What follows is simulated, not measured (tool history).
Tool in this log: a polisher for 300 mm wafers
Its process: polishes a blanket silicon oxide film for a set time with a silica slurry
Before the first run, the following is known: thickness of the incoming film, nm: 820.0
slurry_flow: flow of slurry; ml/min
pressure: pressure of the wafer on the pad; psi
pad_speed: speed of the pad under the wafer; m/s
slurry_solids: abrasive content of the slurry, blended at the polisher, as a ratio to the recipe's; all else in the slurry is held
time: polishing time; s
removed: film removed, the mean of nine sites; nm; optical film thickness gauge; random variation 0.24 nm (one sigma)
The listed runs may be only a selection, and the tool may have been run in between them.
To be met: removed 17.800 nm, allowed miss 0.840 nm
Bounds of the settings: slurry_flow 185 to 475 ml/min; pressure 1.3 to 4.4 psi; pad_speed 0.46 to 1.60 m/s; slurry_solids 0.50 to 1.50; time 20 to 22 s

{"run": 1, "day": 0.0, "slurry_flow": 305, "pressure": 2.8, "pad_speed": 1.02, "slurry_solids": 1.0, "time": 22, "removed": 39.509}
{"run": 2, "day": 0.262, "slurry_flow": 305, "pressure": 2.8, "pad_speed": 1.02, "slurry_solids": 1.0, "time": 22, "removed": 38.748}
{"run": 3, "day": 0.388, "slurry_flow": 265, "pressure": 2.8, "pad_speed": 1.02, "slurry_solids": 1.0, "time": 22, "removed": 38.851}
{"run": 4, "day": 0.492, "slurry_flow": 265, "pressure": 2.8, "pad_speed": 1.22, "slurry_solids": 1.0, "time": 22, "removed": 44.019}
{"run": 5, "day": 0.825, "slurry_flow": 265, "pressure": 2.2, "pad_speed": 1.22, "slurry_solids": 1.0, "time": 22, "removed": 36.904}
{"run": 6, "day": 1.075, "slurry_flow": 265, "pressure": 2.2, "pad_speed": 1.22, "slurry_solids": 1.0, "time": 22, "removed": 35.894}
{"run": 7, "day": 1.379, "slurry_flow": 265, "pressure": 1.9, "pad_speed": 1.04, "slurry_solids": 0.95, "time": 22, "removed": 27.703}
{"run": 8, "day": 1.712, "slurry_flow": 265, "pressure": 1.3, "pad_speed": 0.76, "slurry_solids": 0.9, "time": 22, "removed": 15.533}
{"run": 9, "day": 1.983, "slurry_flow": 265, "pressure": 1.4, "pad_speed": 0.76, "slurry_solids": 0.9, "time": 22, "removed": 16.508}
{"run": 10, "day": 2.075, "slurry_flow": 265, "pressure": 1.4, "pad_speed": 0.76, "slurry_solids": 0.9, "time": 22, "removed": 16.264}

Below are 5 possible settings for the next run. Only one of them brings all results inside the allowed miss of their targets. Which is it?
{"run": "A", "day": 2.167, "slurry_flow": 285, "pressure": 1.8, "pad_speed": 0.8, "slurry_solids": 0.8, "time": 22, "removed": "?"}
{"run": "B", "day": 2.167, "slurry_flow": 305, "pressure": 1.4, "pad_speed": 0.82, "slurry_solids": 1.1, "time": 22, "removed": "?"}
{"run": "C", "day": 2.167, "slurry_flow": 335, "pressure": 2.0, "pad_speed": 1.22, "slurry_solids": 0.55, "time": 21, "removed": "?"}
{"run": "D", "day": 2.167, "slurry_flow": 215, "pressure": 1.4, "pad_speed": 0.98, "slurry_solids": 0.8, "time": 21, "removed": "?"}
{"run": "E", "day": 2.167, "slurry_flow": 260, "pressure": 1.9, "pad_speed": 0.7, "slurry_solids": 0.95, "time": 21, "removed": "?"}

move=A removed=19.409
move=B removed=19.865
move=C removed=20.263
move=D removed=17.541
move=E removed=19.477
A: pushes the last run's worst result past its target
B: pushes the last run's worst result past its target
C: pushes the last run's worst result past its target
D: hits every target within its allowed miss
E: pushes the last run's worst result past its target
Correct choice: D, which meets every target

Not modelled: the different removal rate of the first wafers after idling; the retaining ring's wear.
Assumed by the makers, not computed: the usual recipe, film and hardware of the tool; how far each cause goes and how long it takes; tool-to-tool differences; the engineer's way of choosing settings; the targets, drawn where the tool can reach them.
